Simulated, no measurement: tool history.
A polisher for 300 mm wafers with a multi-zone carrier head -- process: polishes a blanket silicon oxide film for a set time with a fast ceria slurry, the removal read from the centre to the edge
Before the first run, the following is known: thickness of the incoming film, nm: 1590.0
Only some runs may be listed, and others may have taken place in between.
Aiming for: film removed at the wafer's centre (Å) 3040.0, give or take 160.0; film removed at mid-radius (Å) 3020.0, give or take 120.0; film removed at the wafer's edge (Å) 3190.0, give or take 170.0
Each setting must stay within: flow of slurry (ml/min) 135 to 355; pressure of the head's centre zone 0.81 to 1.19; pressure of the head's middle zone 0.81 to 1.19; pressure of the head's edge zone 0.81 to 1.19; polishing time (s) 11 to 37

| run | hour | flow of slurry (ml/min) | pressure of the head's centre zone | pressure of the head's middle zone | pressure of the head's edge zone | polishing time (s) | film removed at the wafer's centre (Å) | film removed at mid-radius (Å) | film removed at the wafer's edge (Å) |
|---|---|---|---|---|---|---|---|---|---|
| 1 | 0.0 | 225 | 1.00 | 1.00 | 1.00 | 24 | 5688.2 | 5697.2 | 5491.0 |
| 2 | 4.9 | 225 | 1.07 | 1.00 | 1.00 | 24 | 6155.3 | 5759.3 | 5649.2 |
| 3 | 13.6 | 225 | 1.07 | 0.94 | 1.00 | 24 | 6471.1 | 5357.4 | 5563.3 |
| 4 | 16.0 | 225 | 1.07 | 0.99 | 1.00 | 24 | 6371.3 | 5650.8 | 5639.8 |
| 5 | 22.8 | 195 | 1.07 | 0.99 | 1.00 | 24 | 6269.3 | 5605.5 | 5507.0 |
| 6 | 28.7 | 195 | 1.07 | 0.99 | 1.00 | 18 | 4726.5 | 4118.2 | 4117.8 |
| 7 | 29.6 | 195 | 1.00 | 0.96 | 1.01 | 17 | 4248.9 | 3890.5 | 4084.8 |
| 8 | 35.6 | 190 | 0.96 | 0.95 | 0.99 | 15 | 3414.4 | 3394.1 | 3518.8 |
| 9 | 40.0 | 185 | 0.95 | 0.93 | 0.97 | 15 | 3408.2 | 3248.0 | 3457.4 |
| 10 | 41.4 | 180 | 0.93 | 0.93 | 0.95 | 15 | 3272.3 | 3291.5 | 3300.6 |
| 11 | 45.8 | 175 | 0.92 | 0.91 | 0.95 | 15 | 3299.0 | 3187.1 | 3415.5 |
| 12 | 52.5 | 175 | 0.91 | 0.90 | 0.93 | 15 | 3272.2 | 3117.4 | 3349.9 |
| 13 | 56.7 | 170 | 0.90 | 0.90 | 0.92 | 15 | 3210.7 | 3150.3 | 3335.0 |
| 14 | 64.1 | 170 | 0.89 | 0.90 | 0.91 | 15 | 3134.5 | 3132.6 | 3250.9 |

Exercise: of the 4 proposed moves below, exactly one satisfies all targets within the stated allowed misses. Which move is it?
| A | 71.5 | 145 | 0.91 | 0.81 | 0.86 | 15 | ? | ? | ? |
| B | 71.5 | 175 | 0.90 | 0.91 | 0.95 | 14 | ? | ? | ? |
| C | 71.5 | 150 | 0.94 | 0.99 | 0.81 | 15 | ? | ? | ? |
| D | 71.5 | 140 | 0.90 | 0.93 | 0.97 | 16 | ? | ? | ? |

| move | film removed at the wafer's centre (Å) | film removed at mid-radius (Å) | film removed at the wafer's edge (Å) |
|---|---|---|---|
| A | 3218.5 | 2776.5 | 3122.0 |
| B | 3072.3 | 2913.7 | 3073.0 |
| C | 3344.8 | 3256.5 | 3067.6 |
| D | 3377.2 | 3271.2 | 3449.4 |
A: takes the biggest miss from the last run beyond its target
B: meets every target
C: moves away from the targets compared with the last run
D: moves away from the targets compared with the last run
B meets every target.
